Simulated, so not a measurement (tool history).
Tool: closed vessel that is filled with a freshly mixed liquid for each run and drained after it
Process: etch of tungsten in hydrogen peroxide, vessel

run  hour  temperature setpoint of the liquid (C)  concentration of hydrogen peroxide in the mixed liquid (% by weight)  time in the liquid (s)  thickness taken off the tungsten on a monitor wafer (Å)
  1     0                                      42                                                                    16                      85                                                   1174.2
  2   6.9                                      40                                                                    16                      85                                                     1026
  3  12.4                                    38.5                                                                    16                      85                                                   931.29
  4  18.8                                      43                                                                    16                      85                                                   1243.2
  5  27.7                                      43                                                                  18.5                      85                                                   1342.7
  6  34.2                                    40.5                                                                  18.5                      85                                                   1142.7
     41.9  -- new drum of peroxide connected
  7  41.9                                    38.5                                                                  18.5                      85                                                   1027.8
  8  42.7                                      37                                                                  18.5                      85                                                   937.16
  9  44.4                                      37                                                                  18.5                      85                                                   937.34

Forecast run 10:
 10  49.3                                      36                                                                  18.5                      85                                                        ?

{"run 10": {"thickness taken off the tungsten on a monitor wafer (Å)": 873.06}}
